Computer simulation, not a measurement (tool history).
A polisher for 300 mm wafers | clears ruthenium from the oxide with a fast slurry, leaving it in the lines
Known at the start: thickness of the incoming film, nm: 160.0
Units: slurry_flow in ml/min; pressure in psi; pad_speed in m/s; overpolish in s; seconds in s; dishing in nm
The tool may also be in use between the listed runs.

{"run": 1, "hour": 0.0, "slurry_flow": 155, "pressure": 2.3, "pad_speed": 1, "slurry_solids": 1, "overpolish": 18, "seconds": 35.182, "dishing": 57.148}
{"run": 2, "hour": 8.9, "slurry_flow": 155, "pressure": 2, "pad_speed": 1, "slurry_solids": 1, "overpolish": 18, "seconds": 39.164, "dishing": 51.132}
{"run": 3, "hour": 14.8, "slurry_flow": 155, "pressure": 2, "pad_speed": 1, "slurry_solids": 1, "overpolish": 22, "seconds": 39.511, "dishing": 60.494}
{"run": 4, "hour": 20.0, "slurry_flow": 155, "pressure": 2.3, "pad_speed": 1, "slurry_solids": 1, "overpolish": 22, "seconds": 35.07, "dishing": 67.442}
{"run": 5, "hour": 28.5, "slurry_flow": 125, "pressure": 2.3, "pad_speed": 1, "slurry_solids": 1, "overpolish": 22, "seconds": 36.442, "dishing": 63.85}
{"run": 6, "hour": 34.2, "slurry_flow": 125, "pressure": 2.3, "pad_speed": 0.8, "slurry_solids": 1, "overpolish": 22, "seconds": 45.444, "dishing": 55.554}
{"run": 7, "hour": 38.6, "slurry_flow": 120, "pressure": 2.1, "pad_speed": 0.94, "slurry_solids": 0.9, "overpolish": 19, "seconds": 44.592, "dishing": 47.445}

The next listed run, before its measurement:
{"run": 8, "hour": 47.3, "slurry_flow": 115, "pressure": 1.9, "pad_speed": 1.06, "slurry_solids": 0.85, "overpolish": 17, "seconds": "?", "dishing": "?"}

Run 8 gave seconds 43.475 s, dishing 43.684 nm.

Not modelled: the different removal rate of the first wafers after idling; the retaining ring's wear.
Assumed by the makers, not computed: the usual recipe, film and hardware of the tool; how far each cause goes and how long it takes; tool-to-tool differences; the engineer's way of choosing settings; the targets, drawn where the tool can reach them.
